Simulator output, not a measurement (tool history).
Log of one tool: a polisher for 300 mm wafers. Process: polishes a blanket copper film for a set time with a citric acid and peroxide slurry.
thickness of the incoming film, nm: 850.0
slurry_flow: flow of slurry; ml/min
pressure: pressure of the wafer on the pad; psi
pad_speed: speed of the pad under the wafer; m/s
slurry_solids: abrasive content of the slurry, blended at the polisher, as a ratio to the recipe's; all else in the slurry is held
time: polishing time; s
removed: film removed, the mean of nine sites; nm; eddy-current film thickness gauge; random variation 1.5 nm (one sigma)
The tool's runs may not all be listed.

run  hour  slurry_flow  pressure  pad_speed  slurry_solids  time  removed
  1   0.0          215       2.4       1.26            1.0    65   126.57
  2   8.6          215       2.4       1.46            1.0    65   140.43
  3  14.3          220       2.5       1.46            1.0    65   142.24
  4  15.8          170       2.5       1.46            1.0    65   140.21
  5  16.4          170       2.5       1.46            0.8    65   134.14
  6  23.7          175       2.6       1.46            0.8    65   141.60
  7  28.4          180       2.7       1.46            0.8    65   147.62

The next listed run, before its measurement:
  8  34.9          180       2.7       1.46            0.8    65        ?

{"run 8": {"removed": 147.46}}

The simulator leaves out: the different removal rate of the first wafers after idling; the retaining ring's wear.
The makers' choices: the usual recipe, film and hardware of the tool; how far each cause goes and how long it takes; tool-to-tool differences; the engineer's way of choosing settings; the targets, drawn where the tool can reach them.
